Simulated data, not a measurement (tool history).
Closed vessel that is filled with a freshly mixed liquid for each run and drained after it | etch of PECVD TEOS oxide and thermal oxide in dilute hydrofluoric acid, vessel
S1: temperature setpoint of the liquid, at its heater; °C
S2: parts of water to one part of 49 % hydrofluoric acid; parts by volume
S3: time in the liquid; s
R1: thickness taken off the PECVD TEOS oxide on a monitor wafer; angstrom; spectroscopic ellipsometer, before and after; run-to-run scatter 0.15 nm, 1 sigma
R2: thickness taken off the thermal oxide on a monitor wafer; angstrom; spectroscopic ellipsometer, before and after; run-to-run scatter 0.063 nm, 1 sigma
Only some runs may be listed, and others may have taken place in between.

{"run": 1, "hour": 0.0, "S1": 23.0, "S2": 40, "S3": 215, "R1": 469.74, "R2": 295.56}
{"run": 2, "hour": 4.9, "S1": 22.0, "S2": 40, "S3": 215, "R1": 455.32, "R2": 282.91}
{"run": 3, "hour": 12.9, "S1": 22.0, "S2": 30, "S3": 215, "R1": 614.41, "R2": 383.11}
{"run": 4, "hour": 14.5, "S1": 21.0, "S2": 35, "S3": 215, "R1": 502.34, "R2": 312.81}
{"run": 5, "hour": 18.1, "S1": 18.0, "S2": 35, "S3": 215, "R1": 438.93, "R2": 276.36}
{"run": 6, "hour": 25.5, "S1": 17.5, "S2": 40, "S3": 215, "R1": 372.24, "R2": 234.43}
{"run": 7, "hour": 33.3, "S1": 17.5, "S2": 45, "S3": 215, "R1": 331.65, "R2": 208.64}

Expected results for the next run?
{"run": 8, "hour": 34.7, "S1": 17.0, "S2": 45, "S3": 215, "R1": "?", "R2": "?"}

{"run 8": {"R1": 324.74, "R2": 202.86}}
